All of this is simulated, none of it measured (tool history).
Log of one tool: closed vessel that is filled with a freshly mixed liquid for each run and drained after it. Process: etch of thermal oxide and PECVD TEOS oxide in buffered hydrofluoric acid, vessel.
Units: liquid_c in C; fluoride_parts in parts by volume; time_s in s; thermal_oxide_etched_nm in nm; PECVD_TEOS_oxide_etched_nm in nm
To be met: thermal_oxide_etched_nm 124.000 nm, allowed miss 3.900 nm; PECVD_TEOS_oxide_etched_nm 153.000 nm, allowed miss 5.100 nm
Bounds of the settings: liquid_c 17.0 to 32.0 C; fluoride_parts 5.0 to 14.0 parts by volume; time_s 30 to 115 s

| run | hour | liquid_c | fluoride_parts | time_s | thermal_oxide_etched_nm | PECVD_TEOS_oxide_etched_nm |
|---|---|---|---|---|---|---|
| 1 | 0.0 | 24.0 | 8.5 | 60 | 81.987 | 101.040 |
| 2 | 0.8 | 27.5 | 8.5 | 60 | 99.252 | 121.000 |
| 3 | 3.5 | 27.5 | 9.5 | 60 | 89.896 | 109.530 |
| 4 | 9.4 | 28.5 | 9.0 | 60 | 97.789 | 121.090 |
| 5 | 10.2 | 29.5 | 9.0 | 60 | 103.410 | 127.220 |
| 6 | 16.1 | 29.5 | 9.0 | 45 | 77.320 | 93.249 |
| 7 | 19.4 | 30.0 | 8.0 | 45 | 90.416 | 112.260 |
| 8 | 26.5 | 30.5 | 7.5 | 45 | 99.661 | 124.610 |
| 9 | 29.5 | 31.0 | 7.5 | 45 | 102.810 | 125.010 |
| 10 | 37.3 | 31.0 | 7.0 | 45 | 110.520 | 135.230 |

4 next moves are on the table. One of them brings every result within its allowed miss. Which?
| A | 45.1 | 25.5 | 7.5 | 80 | ? | ? |
| B | 45.1 | 27.5 | 7.5 | 50 | ? | ? |
| C | 45.1 | 17.0 | 6.0 | 90 | ? | ? |
| D | 45.1 | 28.0 | 7.0 | 60 | ? | ? |

| move | thermal_oxide_etched_nm | PECVD_TEOS_oxide_etched_nm |
|---|---|---|
| A | 136.660 | 166.700 |
| B | 95.072 | 115.970 |
| C | 118.170 | 144.140 |
| D | 126.200 | 153.950 |
A: takes the result that was furthest off past its target
B: further off than the last run
C: nearer than the last run, and not there yet
D: meets every target
The right move is D.
